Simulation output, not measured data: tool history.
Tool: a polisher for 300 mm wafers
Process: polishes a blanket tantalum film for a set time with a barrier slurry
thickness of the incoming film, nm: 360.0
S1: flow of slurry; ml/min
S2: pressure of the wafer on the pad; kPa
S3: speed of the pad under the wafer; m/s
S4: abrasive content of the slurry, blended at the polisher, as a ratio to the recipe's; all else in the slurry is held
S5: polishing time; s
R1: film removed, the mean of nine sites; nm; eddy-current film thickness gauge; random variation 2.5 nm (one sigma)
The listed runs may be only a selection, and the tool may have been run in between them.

run	hour	S1	S2	S3	S4	S5	R1
1	0	265	15.9	0.92	1	100	204.51
2	3.2	270	18.6	0.92	1	100	239.46
3	9.5	275	20.7	0.92	1	100	260.05
4	15.3	275	22.1	0.96	1	100	288.84
5	19.9	275	22.1	0.96	1	100	287.98
6	26.9	275	22.1	0.96	1.2	100	299.15
7	30.3	275	22.8	0.96	1.2	100	310.89
8	38.2	275	23.4	0.96	1.2	100	314.92
9	40.8	280	24.1	0.98	1.2	100	336.26

Run 10 has not been measured yet. What should we expect?
10	43.3	285	24.1	0.98	1.2	100	?

For run 10 the tool returned R1 333.6 nm.
